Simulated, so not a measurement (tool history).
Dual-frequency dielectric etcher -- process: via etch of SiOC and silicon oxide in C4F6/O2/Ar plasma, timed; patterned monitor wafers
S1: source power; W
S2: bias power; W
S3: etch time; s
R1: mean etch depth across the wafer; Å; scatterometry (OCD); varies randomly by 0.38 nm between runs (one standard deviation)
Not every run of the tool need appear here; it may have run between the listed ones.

run  hour   S1   S2    S3      R1
  1   0.0  420  203  37.5  493.98
  2   6.7  430  205  37.5  493.61
  3  12.7  430  220  37.5  510.73
  4  17.8  440  222  37.5  517.95
  5  22.5  440  208  37.5  498.68
  6  25.3  440  195  37.5  491.98
  7  30.3  450  199  37.5  505.45

Forecast run 8:
  8  35.6  460  200  37.5   ?

Run 8 produced R1 507.00 Å.
